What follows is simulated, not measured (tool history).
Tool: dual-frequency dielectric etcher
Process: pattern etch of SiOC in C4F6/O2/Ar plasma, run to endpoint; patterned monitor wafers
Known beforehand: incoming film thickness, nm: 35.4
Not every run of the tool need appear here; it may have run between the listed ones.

run	hour	bias power (kW)	source power (kW)	endpoint time (s)
1	0.0	0.576	0.370	12.766
2	3.9	0.647	0.370	11.935
3	11.1	0.616	0.360	12.408
4	17.3	0.558	0.360	13.031
5	24.0	0.469	0.360	14.097
6	31.1	0.459	0.360	14.287
7	39.9	0.451	0.360	14.250
8	43.2	0.442	0.360	14.431
9	52.2	0.435	0.360	14.635
10	55.2	0.430	0.360	14.671
11	62.6	0.425	0.360	14.690

Run 12 is up next; what results do you expect?
12	71.0	0.421	0.360	?

{"run 12": {"endpoint time (s)": 14.716}}
